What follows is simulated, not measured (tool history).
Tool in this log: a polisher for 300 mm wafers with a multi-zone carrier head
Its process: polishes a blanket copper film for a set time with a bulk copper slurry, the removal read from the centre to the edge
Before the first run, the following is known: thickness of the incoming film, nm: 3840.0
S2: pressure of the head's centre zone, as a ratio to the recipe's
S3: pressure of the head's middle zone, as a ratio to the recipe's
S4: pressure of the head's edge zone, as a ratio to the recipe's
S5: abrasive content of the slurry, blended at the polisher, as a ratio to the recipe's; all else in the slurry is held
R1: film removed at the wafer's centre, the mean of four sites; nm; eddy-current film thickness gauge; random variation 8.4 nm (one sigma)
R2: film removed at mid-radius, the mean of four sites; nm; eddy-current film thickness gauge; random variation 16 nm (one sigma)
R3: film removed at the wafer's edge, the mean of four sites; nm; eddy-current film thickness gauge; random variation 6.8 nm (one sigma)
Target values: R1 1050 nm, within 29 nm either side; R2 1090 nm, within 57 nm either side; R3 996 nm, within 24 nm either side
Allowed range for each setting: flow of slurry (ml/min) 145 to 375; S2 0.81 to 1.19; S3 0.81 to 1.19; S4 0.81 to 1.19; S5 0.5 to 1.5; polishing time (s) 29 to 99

{"run": 1, "hour": 0.0, "flow of slurry (ml/min)": 240, "S2": 1, "S3": 1, "S4": 1, "S5": 1, "polishing time (s)": 64, "R1": 833.14, "R2": 833.94, "R3": 821.71}
{"run": 2, "hour": 4.9, "flow of slurry (ml/min)": 200, "S2": 1, "S3": 1, "S4": 1, "S5": 1, "polishing time (s)": 64, "R1": 801.38, "R2": 806.68, "R3": 800.12}
{"run": 3, "hour": 13.0, "flow of slurry (ml/min)": 200, "S2": 1, "S3": 0.95, "S4": 1, "S5": 1, "polishing time (s)": 64, "R1": 799.69, "R2": 774.18, "R3": 806.2}
{"run": 4, "hour": 18.0, "flow of slurry (ml/min)": 200, "S2": 0.97, "S3": 0.95, "S4": 1, "S5": 1, "polishing time (s)": 64, "R1": 781.48, "R2": 788.56, "R3": 806.03}
{"run": 5, "hour": 24.9, "flow of slurry (ml/min)": 200, "S2": 0.97, "S3": 0.95, "S4": 1, "S5": 1.2, "polishing time (s)": 64, "R1": 822.2, "R2": 823.45, "R3": 848.27}
{"run": 6, "hour": 31.7, "flow of slurry (ml/min)": 220, "S2": 0.99, "S3": 0.99, "S4": 1.02, "S5": 1.25, "polishing time (s)": 64, "R1": 858.15, "R2": 864.83, "R3": 871.83}
{"run": 7, "hour": 38.1, "flow of slurry (ml/min)": 240, "S2": 1, "S3": 1.02, "S4": 1.03, "S5": 1.3, "polishing time (s)": 64, "R1": 878.68, "R2": 904.04, "R3": 892.84}
{"run": 8, "hour": 44.8, "flow of slurry (ml/min)": 255, "S2": 1.02, "S3": 1.04, "S4": 1.04, "S5": 1.35, "polishing time (s)": 64, "R1": 917.12, "R2": 915.5, "R3": 912.13}
{"run": 9, "hour": 49.2, "flow of slurry (ml/min)": 265, "S2": 1.03, "S3": 1.07, "S4": 1.04, "S5": 1.4, "polishing time (s)": 64, "R1": 939.71, "R2": 955.24, "R3": 917.32}
{"run": 10, "hour": 54.0, "flow of slurry (ml/min)": 275, "S2": 1.04, "S3": 1.09, "S4": 1.05, "S5": 1.4, "polishing time (s)": 64, "R1": 956.65, "R2": 985.61, "R3": 926.68}
{"run": 11, "hour": 61.5, "flow of slurry (ml/min)": 285, "S2": 1.05, "S3": 1.1, "S4": 1.06, "S5": 1.4, "polishing time (s)": 64, "R1": 952.34, "R2": 980.23, "R3": 940.61}
{"run": 12, "hour": 64.1, "flow of slurry (ml/min)": 290, "S2": 1.06, "S3": 1.11, "S4": 1.06, "S5": 1.4, "polishing time (s)": 64, "R1": 966.8, "R2": 1018.1, "R3": 954.73}
{"run": 13, "hour": 71.6, "flow of slurry (ml/min)": 300, "S2": 1.07, "S3": 1.12, "S4": 1.06, "S5": 1.4, "polishing time (s)": 64, "R1": 969.08, "R2": 1002.8, "R3": 940.87}
{"run": 14, "hour": 76.1, "flow of slurry (ml/min)": 300, "S2": 1.08, "S3": 1.13, "S4": 1.07, "S5": 1.4, "polishing time (s)": 64, "R1": 969.52, "R2": 1023.5, "R3": 958.97}
{"run": 15, "hour": 78.9, "flow of slurry (ml/min)": 305, "S2": 1.09, "S3": 1.14, "S4": 1.07, "S5": 1.4, "polishing time (s)": 64, "R1": 984.66, "R2": 1036.5, "R3": 951.04}
{"run": 16, "hour": 79.8, "flow of slurry (ml/min)": 310, "S2": 1.1, "S3": 1.15, "S4": 1.08, "S5": 1.4, "polishing time (s)": 64, "R1": 998.64, "R2": 1051.4, "R3": 951.78}

Which one of the following 4 next-run settings gets every result inside its allowed miss? There is exactly one.
{"run": "A", "hour": 80.7, "flow of slurry (ml/min)": 305, "S2": 1.13, "S3": 1.04, "S4": 1.09, "S5": 1.4, "polishing time (s)": 66, "R1": "?", "R2": "?", "R3": "?"}
{"run": "B", "hour": 80.7, "flow of slurry (ml/min)": 305, "S2": 1.11, "S3": 1.14, "S4": 1.11, "S5": 1.4, "polishing time (s)": 63, "R1": "?", "R2": "?", "R3": "?"}
{"run": "C", "hour": 80.7, "flow of slurry (ml/min)": 320, "S2": 1.14, "S3": 1.04, "S4": 1.1, "S5": 1.05, "polishing time (s)": 67, "R1": "?", "R2": "?", "R3": "?"}
{"run": "D", "hour": 80.7, "flow of slurry (ml/min)": 290, "S2": 1.1, "S3": 1.14, "S4": 1.05, "S5": 1.45, "polishing time (s)": 67, "R1": "?", "R2": "?", "R3": "?"}

move=A R1=1036.3 R2=991.17 R3=991.19
move=B R1=977.76 R2=1014.7 R3=953.76
move=C R1=980.75 R2=931.89 R3=935.3
move=D R1=1038 R2=1084.5 R3=992.39
A: meets the target for the result that was furthest off, but another lies outside its allowed miss
B: its largest miss is bigger than the last run's
C: its largest miss is bigger than the last run's
D: all results land within tolerance of their targets
So the answer is move D, the one that meets all the targets.
